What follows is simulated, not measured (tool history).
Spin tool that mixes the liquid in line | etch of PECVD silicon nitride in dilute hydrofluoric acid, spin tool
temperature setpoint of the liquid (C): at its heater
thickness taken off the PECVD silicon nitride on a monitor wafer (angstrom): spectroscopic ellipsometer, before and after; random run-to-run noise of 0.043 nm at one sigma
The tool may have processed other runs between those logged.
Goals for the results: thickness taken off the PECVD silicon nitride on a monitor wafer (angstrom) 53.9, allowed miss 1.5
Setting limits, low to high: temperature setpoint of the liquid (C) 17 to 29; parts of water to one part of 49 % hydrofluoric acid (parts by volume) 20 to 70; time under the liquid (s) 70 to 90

run  hour  temperature setpoint of the liquid (C)  parts of water to one part of 49 % hydrofluoric acid (parts by volume)  time under the liquid (s)  thickness taken off the PECVD silicon nitride on a monitor wafer (angstrom)
  1     0                                      21                                                                      40                         90                                                                       29.711
  2   3.6                                    23.5                                                                      40                         90                                                                       35.146
  3   4.9                                    25.5                                                                      40                         90                                                                       39.952
  4  11.7                                    26.5                                                                      40                         90                                                                       42.906
  5  16.6                                    27.5                                                                      40                         90                                                                       45.833
  6  19.3                                    27.5                                                                      40                         70                                                                       36.135
  7    26                                      28                                                                      35                         70                                                                       42.535
  8    34                                    28.5                                                                      30                         70                                                                       51.333
     36.3  -- hydrofluoric acid flow meter replaced
  9  36.3                                      29                                                                      30                         70                                                                       56.283
 10  43.9                                      29                                                                      30                         70                                                                       57.159

Which of these 4 next moves meets every target?
  A  51.5                                      29                                                                      35                         85                                                                            ?
  B  51.5                                      28                                                                      30                         75                                                                            ?
  C  51.5                                    28.5                                                                      30                         75                                                                            ?
  D  51.5                                    28.5                                                                      30                         70                                                                            ?

move  thickness taken off the PECVD silicon nitride on a monitor wafer (angstrom)
   A                                                                       58.202
   B                                                                       55.873
   C                                                                        57.75
   D                                                                         53.9
A: further off than the last run
B: closes in on the targets versus the last run, not all within tolerance yet
C: further off than the last run
D: meets every target
Go with D: it meets all targets.

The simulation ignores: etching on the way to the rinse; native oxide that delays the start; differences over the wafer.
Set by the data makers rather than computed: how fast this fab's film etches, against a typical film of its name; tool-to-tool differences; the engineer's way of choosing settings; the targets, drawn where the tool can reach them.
